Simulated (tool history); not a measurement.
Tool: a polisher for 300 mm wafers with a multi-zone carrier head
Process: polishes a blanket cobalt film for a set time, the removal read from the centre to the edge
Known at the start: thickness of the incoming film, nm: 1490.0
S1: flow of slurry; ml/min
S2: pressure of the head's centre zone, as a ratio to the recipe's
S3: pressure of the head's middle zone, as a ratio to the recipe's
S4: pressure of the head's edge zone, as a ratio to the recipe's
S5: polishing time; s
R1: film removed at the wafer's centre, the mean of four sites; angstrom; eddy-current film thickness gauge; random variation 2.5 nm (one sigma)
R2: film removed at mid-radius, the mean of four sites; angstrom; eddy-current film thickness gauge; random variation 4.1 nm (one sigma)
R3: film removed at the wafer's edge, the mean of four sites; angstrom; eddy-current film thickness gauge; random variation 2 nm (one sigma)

run 1 hour=0 | S1=175 S2=1 S3=1 S4=1 S5=49 | R1=3947.1 R2=4123.8 R3=3972.6
run 2 hour=7.4 | S1=175 S2=1 S3=0.93 S4=1 S5=49 | R1=3937.7 R2=3923.2 R3=4027.6
run 3 hour=8.5 | S1=135 S2=1 S3=0.93 S4=1 S5=49 | R1=3771.7 R2=3742.6 R3=3832.1
run 4 hour=10.2 | S1=130 S2=1.01 S3=0.92 S4=0.97 S5=48 | R1=3646.5 R2=3549.4 R3=3693.6
run 5 hour=12.5 | S1=130 S2=1.05 S3=0.92 S4=0.97 S5=48 | R1=3829.9 R2=3570.6 R3=3736.2
run 6 hour=16.4 | S1=130 S2=1.05 S3=0.99 S4=0.97 S5=48 | R1=3797.4 R2=3777.4 R3=3686.1

Run 7 comes next. What will it give?
run 7 hour=22.4 | S1=130 S2=1.06 S3=0.98 S4=0.95 S5=47 | R1=? R2=? R3=?

Run 7 gave R1 3760 angstrom, R2 3755.2 angstrom, R3 3578.9 angstrom.
